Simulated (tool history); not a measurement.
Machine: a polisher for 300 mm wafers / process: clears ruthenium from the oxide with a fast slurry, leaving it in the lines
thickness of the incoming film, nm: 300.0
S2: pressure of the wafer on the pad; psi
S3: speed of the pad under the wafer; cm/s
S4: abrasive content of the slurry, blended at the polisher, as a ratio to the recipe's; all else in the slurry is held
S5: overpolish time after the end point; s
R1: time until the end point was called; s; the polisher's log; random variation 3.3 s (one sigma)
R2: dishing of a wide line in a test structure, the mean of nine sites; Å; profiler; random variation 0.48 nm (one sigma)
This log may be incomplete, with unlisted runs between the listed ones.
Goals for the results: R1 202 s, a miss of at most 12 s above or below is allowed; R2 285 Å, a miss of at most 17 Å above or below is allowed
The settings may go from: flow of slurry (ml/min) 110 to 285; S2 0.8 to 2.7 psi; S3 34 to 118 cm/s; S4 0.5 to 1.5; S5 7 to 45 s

run 1 hour=0 | flow_of_slurry_(ml/min)=180 S2=1.7 S3=76 S4=1 S5=23 | R1=161.57 R2=370.42
run 2 hour=2.2 | flow_of_slurry_(ml/min)=180 S2=1.7 S3=94 S4=1 S5=23 | R1=132.46 R2=449.29
run 3 hour=5 | flow_of_slurry_(ml/min)=200 S2=1.7 S3=94 S4=1 S5=23 | R1=129.3 R2=442.54
run 4 hour=9.9 | flow_of_slurry_(ml/min)=200 S2=1.5 S3=94 S4=1 S5=23 | R1=150.33 R2=389.19
run 5 hour=15.2 | flow_of_slurry_(ml/min)=180 S2=1.5 S3=94 S4=1 S5=23 | R1=151.14 R2=385.24
run 6 hour=20.7 | flow_of_slurry_(ml/min)=180 S2=1.5 S3=94 S4=1 S5=16 | R1=153.31 R2=283.29
run 7 hour=25.2 | flow_of_slurry_(ml/min)=180 S2=1.4 S3=94 S4=1 S5=18 | R1=163.22 R2=288.31
run 8 hour=26.9 | flow_of_slurry_(ml/min)=180 S2=1.3 S3=94 S4=1 S5=19 | R1=169.82 R2=289.73
run 9 hour=33.2 | flow_of_slurry_(ml/min)=180 S2=1.2 S3=94 S4=1 S5=20 | R1=181.76 R2=280.41

Below are 5 possible settings for the next run. Only one of them brings all results inside the allowed miss of their targets. Which is it?
run A hour=39.5 | flow_of_slurry_(ml/min)=145 S2=1.3 S3=104 S4=0.65 S5=29 | R1=? R2=?
run B hour=39.5 | flow_of_slurry_(ml/min)=155 S2=1.2 S3=80 S4=1.2 S5=22 | R1=? R2=?
run C hour=39.5 | flow_of_slurry_(ml/min)=165 S2=1 S3=86 S4=1.05 S5=28 | R1=? R2=?
run D hour=39.5 | flow_of_slurry_(ml/min)=175 S2=1 S3=104 S4=1.05 S5=26 | R1=? R2=?
run E hour=39.5 | flow_of_slurry_(ml/min)=180 S2=1 S3=96 S4=0.95 S5=30 | R1=? R2=?

move=A R1=225.75 R2=333.67
move=B R1=200 R2=289.11
move=C R1=237.95 R2=307.75
move=D R1=200.82 R2=336.07
move=E R1=227.03 R2=342.42
A: moves the result that the last run missed by most past its target, out the other side
B: in spec on every target
C: moves the result that the last run missed by most past its target, out the other side
D: puts the biggest miss on target and leaves a different result outside tolerance
E: moves the result that the last run missed by most past its target, out the other side
Correct choice: B, which meets every target

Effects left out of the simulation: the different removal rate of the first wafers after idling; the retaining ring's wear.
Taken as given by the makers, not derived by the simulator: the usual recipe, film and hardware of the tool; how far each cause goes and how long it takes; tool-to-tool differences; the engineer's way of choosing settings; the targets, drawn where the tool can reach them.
